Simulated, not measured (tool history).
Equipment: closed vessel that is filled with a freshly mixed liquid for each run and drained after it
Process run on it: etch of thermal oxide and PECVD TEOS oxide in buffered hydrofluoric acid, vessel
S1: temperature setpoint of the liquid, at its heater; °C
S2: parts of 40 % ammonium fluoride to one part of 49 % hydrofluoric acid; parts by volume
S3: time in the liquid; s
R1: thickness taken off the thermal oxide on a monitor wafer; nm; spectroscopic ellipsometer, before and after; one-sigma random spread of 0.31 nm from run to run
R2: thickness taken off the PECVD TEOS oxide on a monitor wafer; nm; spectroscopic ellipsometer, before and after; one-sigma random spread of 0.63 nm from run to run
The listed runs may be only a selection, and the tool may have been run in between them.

{"run": 1, "hour": 0.0, "S1": 20, "S2": 7.5, "S3": 60, "R1": 75.84, "R2": 151.02}
{"run": 2, "hour": 3.0, "S1": 20, "S2": 7.5, "S3": 75, "R1": 94.734, "R2": 185.83}
{"run": 3, "hour": 9.8, "S1": 20, "S2": 7.5, "S3": 65, "R1": 82.922, "R2": 161.76}
{"run": 4, "hour": 14.1, "S1": 20, "S2": 7.5, "S3": 45, "R1": 56.459, "R2": 112.5}
{"run": 5, "hour": 21.4, "S1": 22.5, "S2": 7.5, "S3": 45, "R1": 65.714, "R2": 128.76}
{"run": 6, "hour": 26.5, "S1": 25.5, "S2": 7.5, "S3": 45, "R1": 77.776, "R2": 151.75}

Predict the results of run 7:
{"run": 7, "hour": 31.5, "S1": 21.5, "S2": 10, "S3": 45, "R1": "?", "R2": "?"}

Run 7 gave R1 47.632 nm, R2 95.297 nm.
